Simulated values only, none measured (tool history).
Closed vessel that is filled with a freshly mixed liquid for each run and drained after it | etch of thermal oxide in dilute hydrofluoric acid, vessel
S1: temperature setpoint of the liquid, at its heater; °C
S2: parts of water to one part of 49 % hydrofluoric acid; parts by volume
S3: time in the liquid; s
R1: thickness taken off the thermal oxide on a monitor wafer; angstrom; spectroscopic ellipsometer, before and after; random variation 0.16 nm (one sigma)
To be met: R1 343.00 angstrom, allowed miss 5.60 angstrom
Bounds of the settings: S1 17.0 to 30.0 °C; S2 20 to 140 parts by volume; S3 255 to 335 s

run 1 hour=0.0 | S1=22.0 S2=75 S3=335 | R1=196.16
run 2 hour=4.9 | S1=23.5 S2=70 S3=335 | R1=224.96
run 3 hour=13.7 | S1=23.5 S2=70 S3=335 | R1=226.54
run 4 hour=19.5 | S1=23.5 S2=95 S3=335 | R1=161.30
run 5 hour=21.1 | S1=20.0 S2=95 S3=335 | R1=139.28
run 6 hour=25.7 | S1=20.0 S2=95 S3=335 | R1=139.62
run 7 hour=34.4 | S1=21.5 S2=90 S3=335 | R1=157.10
run 8 hour=36.0 | S1=23.0 S2=85 S3=335 | R1=177.91
run 9 hour=41.1 | S1=24.0 S2=80 S3=335 | R1=199.86
run 10 hour=44.4 | S1=25.0 S2=75 S3=335 | R1=223.00
run 11 hour=46.9 | S1=29.0 S2=55 S3=335 | R1=364.39
run 12 hour=50.3 | S1=28.0 S2=55 S3=335 | R1=350.73

Which of these 5 next moves meets every target?
run A hour=53.7 | S1=29.5 S2=45 S3=265 | R1=?
run B hour=53.7 | S1=30.0 S2=60 S3=335 | R1=?
run C hour=53.7 | S1=27.0 S2=40 S3=255 | R1=?
run D hour=53.7 | S1=30.0 S2=45 S3=255 | R1=?
run E hour=53.7 | S1=29.0 S2=55 S3=325 | R1=?

move=A R1=365.58
move=B R1=345.50
move=C R1=360.71
move=D R1=358.80
move=E R1=354.28
A: further off than the last run
B: meets every target
C: further off than the last run
D: further off than the last run
E: further off than the last run
Move B is the one to make.

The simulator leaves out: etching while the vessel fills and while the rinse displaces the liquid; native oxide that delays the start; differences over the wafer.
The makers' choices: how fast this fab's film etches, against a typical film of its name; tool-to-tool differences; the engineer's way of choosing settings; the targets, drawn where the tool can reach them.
